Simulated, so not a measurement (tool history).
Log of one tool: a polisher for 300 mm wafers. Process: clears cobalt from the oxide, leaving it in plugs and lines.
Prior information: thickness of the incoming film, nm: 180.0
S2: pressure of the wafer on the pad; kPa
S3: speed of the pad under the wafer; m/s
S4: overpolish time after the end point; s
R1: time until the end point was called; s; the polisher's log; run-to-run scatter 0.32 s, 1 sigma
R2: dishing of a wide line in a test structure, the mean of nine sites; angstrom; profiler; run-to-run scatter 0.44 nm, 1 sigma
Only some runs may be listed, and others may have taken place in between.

Run 1, hour 0: flow of slurry (ml/min) 250, S2 13.8 kPa, S3 0.94 m/s, S4 13 s. Result: R1 36.536 s, R2 410.7 angstrom.
Run 2, hour 6.5: flow of slurry (ml/min) 250, S2 13.8 kPa, S3 0.94 m/s, S4 10 s. Result: R1 36.292 s, R2 342.27 angstrom.
Run 3, hour 9.8: flow of slurry (ml/min) 250, S2 13.8 kPa, S3 0.94 m/s, S4 15 s. Result: R1 36.559 s, R2 459.88 angstrom.
Run 4, hour 18.4: flow of slurry (ml/min) 250, S2 13.8 kPa, S3 0.94 m/s, S4 20 s. Result: R1 36.354 s, R2 548.38 angstrom.
Run 5, hour 25.8: flow of slurry (ml/min) 250, S2 13.8 kPa, S3 0.94 m/s, S4 16 s. Result: R1 36.21 s, R2 484.74 angstrom.
Run 6, hour 29.7: flow of slurry (ml/min) 255, S2 13.8 kPa, S3 0.94 m/s, S4 12 s. Result: R1 36.07 s, R2 419.52 angstrom.

Expected results for the next run?
Run 7, hour 34.6: flow of slurry (ml/min) 230, S2 13.8 kPa, S3 0.94 m/s, S4 10 s. Result: R1 ?, R2 ?.

R1: 36.611 s
R2: 351.8 angstrom

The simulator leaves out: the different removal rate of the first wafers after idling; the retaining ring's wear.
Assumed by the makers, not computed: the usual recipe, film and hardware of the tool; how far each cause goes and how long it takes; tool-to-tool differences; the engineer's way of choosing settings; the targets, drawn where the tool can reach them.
